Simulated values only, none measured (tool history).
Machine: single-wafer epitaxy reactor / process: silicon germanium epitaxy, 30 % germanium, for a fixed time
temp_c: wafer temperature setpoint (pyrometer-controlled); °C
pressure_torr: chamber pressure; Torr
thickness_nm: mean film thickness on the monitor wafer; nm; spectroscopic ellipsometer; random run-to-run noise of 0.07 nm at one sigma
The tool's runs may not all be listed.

run  hour  temp_c  pressure_torr  thickness_nm
  1     0     580           16.5        40.048
  2   8.5     570           16.5        32.858
  3  15.1     568           16.5         31.76
  4  17.2     568           15.3        30.102
  5  20.7     566           15.3        29.055
  6  28.9     566           18.1        32.079
  7    32     564           17.9        30.618
  8  35.6     562           17.7        29.163
  9  38.8     561           17.6        28.442

What does the tool deliver on the next run?
 10  46.6     560           17.5             ?

Run 10 produced thickness_nm 27.83 nm.

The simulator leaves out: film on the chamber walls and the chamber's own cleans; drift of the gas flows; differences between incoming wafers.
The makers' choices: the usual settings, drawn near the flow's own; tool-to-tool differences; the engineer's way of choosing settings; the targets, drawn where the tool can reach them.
